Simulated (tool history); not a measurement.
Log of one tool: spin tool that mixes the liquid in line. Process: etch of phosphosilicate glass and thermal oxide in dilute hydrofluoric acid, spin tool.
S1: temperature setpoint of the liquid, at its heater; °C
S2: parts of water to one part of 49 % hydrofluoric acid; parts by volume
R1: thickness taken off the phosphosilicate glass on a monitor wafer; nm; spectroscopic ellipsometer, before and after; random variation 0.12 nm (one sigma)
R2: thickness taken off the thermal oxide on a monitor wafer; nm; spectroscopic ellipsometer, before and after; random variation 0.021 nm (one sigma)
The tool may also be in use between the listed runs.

run 1 day=0.000 | S1=26.0 S2=85 time_under_the_liquid_(s)=30 | R1=71.466 R2=1.8270
run 2 day=0.054 | S1=24.5 S2=90 time_under_the_liquid_(s)=30 | R1=63.186 R2=1.5385
run 3 day=0.175 | S1=24.5 S2=90 time_under_the_liquid_(s)=25 | R1=52.861 R2=1.3418
run 4 day=0.262 | S1=24.5 S2=65 time_under_the_liquid_(s)=25 | R1=74.983 R2=1.8949
run 5 day=0.492 | S1=27.0 S2=65 time_under_the_liquid_(s)=25 | R1=82.862 R2=2.1638
run 6 day=0.700 | S1=29.0 S2=65 time_under_the_liquid_(s)=25 | R1=89.934 R2=2.3254
run 7 day=0.950 | S1=27.0 S2=70 time_under_the_liquid_(s)=25 | R1=76.819 R2=1.9673
run 8 day=1.154 | S1=25.5 S2=75 time_under_the_liquid_(s)=25 | R1=66.915 R2=1.6896
run 9 day=1.329 | S1=24.0 S2=80 time_under_the_liquid_(s)=25 | R1=58.587 R2=1.5230
run 10 day=1.458 | S1=23.0 S2=80 time_under_the_liquid_(s)=25 | R1=56.335 R2=1.4397
run 11 day=1.775 | S1=22.0 S2=80 time_under_the_liquid_(s)=25 | R1=53.944 R2=1.3243
run 12 day=1.812 | S1=21.5 S2=80 time_under_the_liquid_(s)=25 | R1=52.901 R2=1.3407
run 13 day=2.000 | S1=21.0 S2=80 time_under_the_liquid_(s)=25 | R1=51.826 R2=1.3081
run 14 day=2.288 | S1=21.0 S2=80 time_under_the_liquid_(s)=25 | R1=52.062 R2=1.3586
run 15 day=2.321 | S1=21.0 S2=80 time_under_the_liquid_(s)=25 | R1=51.890 R2=1.3669
run 16 day=2.592 | S1=20.5 S2=80 time_under_the_liquid_(s)=25 | R1=50.542 R2=1.2871

Forecast run 17:
-- day=2.796 hydrofluoric acid flow meter replaced
run 17 day=2.796 | S1=20.0 S2=80 time_under_the_liquid_(s)=25 | R1=? R2=?

Run 17 gave R1 45.508 nm, R2 1.1607 nm.
